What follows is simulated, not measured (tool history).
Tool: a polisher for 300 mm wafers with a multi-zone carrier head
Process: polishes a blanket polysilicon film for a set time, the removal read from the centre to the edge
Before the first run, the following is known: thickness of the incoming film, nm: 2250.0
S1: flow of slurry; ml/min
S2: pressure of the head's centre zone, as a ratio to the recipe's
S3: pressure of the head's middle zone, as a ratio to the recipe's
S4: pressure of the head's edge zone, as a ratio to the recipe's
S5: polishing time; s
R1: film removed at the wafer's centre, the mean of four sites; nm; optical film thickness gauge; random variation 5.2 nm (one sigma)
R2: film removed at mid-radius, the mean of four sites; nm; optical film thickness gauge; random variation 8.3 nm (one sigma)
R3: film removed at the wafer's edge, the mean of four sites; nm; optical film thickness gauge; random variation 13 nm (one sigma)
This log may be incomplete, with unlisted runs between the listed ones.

{"run": 1, "hour": 0.0, "S1": 135, "S2": 1.0, "S3": 1.0, "S4": 1.0, "S5": 84, "R1": 663.84, "R2": 637.06, "R3": 652.67}
{"run": 2, "hour": 8.3, "S1": 135, "S2": 1.0, "S3": 0.92, "S4": 1.0, "S5": 84, "R1": 652.92, "R2": 597.97, "R3": 644.96}
{"run": 3, "hour": 16.3, "S1": 115, "S2": 1.0, "S3": 0.92, "S4": 1.0, "S5": 84, "R1": 633.03, "R2": 567.33, "R3": 634.9}
{"run": 4, "hour": 22.3, "S1": 115, "S2": 1.0, "S3": 0.85, "S4": 1.0, "S5": 84, "R1": 619.7, "R2": 537.77, "R3": 659.37}
{"run": 5, "hour": 26.7, "S1": 120, "S2": 0.97, "S3": 0.88, "S4": 1.02, "S5": 88, "R1": 648.28, "R2": 582.97, "R3": 676.0}
{"run": 6, "hour": 29.4, "S1": 105, "S2": 0.97, "S3": 0.88, "S4": 1.02, "S5": 88, "R1": 617.83, "R2": 565.93, "R3": 656.45}
{"run": 7, "hour": 37.8, "S1": 110, "S2": 0.95, "S3": 0.9, "S4": 1.05, "S5": 92, "R1": 640.44, "R2": 611.44, "R3": 700.57}
{"run": 8, "hour": 46.3, "S1": 120, "S2": 0.93, "S3": 0.91, "S4": 1.07, "S5": 95, "R1": 665.72, "R2": 635.83, "R3": 762.88}
{"run": 9, "hour": 52.8, "S1": 130, "S2": 0.92, "S3": 0.95, "S4": 1.08, "S5": 96, "R1": 677.68, "R2": 687.99, "R3": 765.96}
{"run": 10, "hour": 60.2, "S1": 140, "S2": 0.91, "S3": 0.97, "S4": 1.1, "S5": 97, "R1": 706.94, "R2": 724.27, "R3": 800.61}
{"run": 11, "hour": 63.6, "S1": 145, "S2": 0.9, "S3": 0.99, "S4": 1.11, "S5": 98, "R1": 706.1, "R2": 738.6, "R3": 816.38}
{"run": 12, "hour": 69.3, "S1": 150, "S2": 0.89, "S3": 1.01, "S4": 1.12, "S5": 99, "R1": 707.1, "R2": 773.28, "R3": 817.47}
{"run": 13, "hour": 74.4, "S1": 150, "S2": 0.89, "S3": 1.01, "S4": 1.12, "S5": 99, "R1": 706.58, "R2": 762.8, "R3": 827.55}
{"run": 14, "hour": 82.3, "S1": 155, "S2": 0.88, "S3": 1.03, "S4": 1.13, "S5": 100, "R1": 711.01, "R2": 791.75, "R3": 836.37}
{"run": 15, "hour": 84.1, "S1": 160, "S2": 0.88, "S3": 1.04, "S4": 1.14, "S5": 101, "R1": 718.97, "R2": 823.53, "R3": 850.97}
{"run": 16, "hour": 85.0, "S1": 165, "S2": 0.88, "S3": 1.04, "S4": 1.15, "S5": 102, "R1": 731.57, "R2": 834.27, "R3": 861.4}
{"run": 17, "hour": 92.1, "S1": 165, "S2": 0.88, "S3": 1.04, "S4": 1.15, "S5": 103, "R1": 743.64, "R2": 842.99, "R3": 877.48}
{"run": 18, "hour": 97.2, "S1": 170, "S2": 0.88, "S3": 1.04, "S4": 1.16, "S5": 104, "R1": 754.77, "R2": 857.61, "R3": 901.9}
{"run": 19, "hour": 101.9, "S1": 175, "S2": 0.88, "S3": 1.05, "S4": 1.16, "S5": 104, "R1": 759.88, "R2": 870.29, "R3": 892.58}

Run 20 has not been measured yet. What should we expect?
{"run": 20, "hour": 103.3, "S1": 175, "S2": 0.88, "S3": 1.05, "S4": 1.16, "S5": 105, "R1": "?", "R2": "?", "R3": "?"}

Run 20 measured R1 770.37 nm, R2 871.78 nm, R3 891.79 nm.
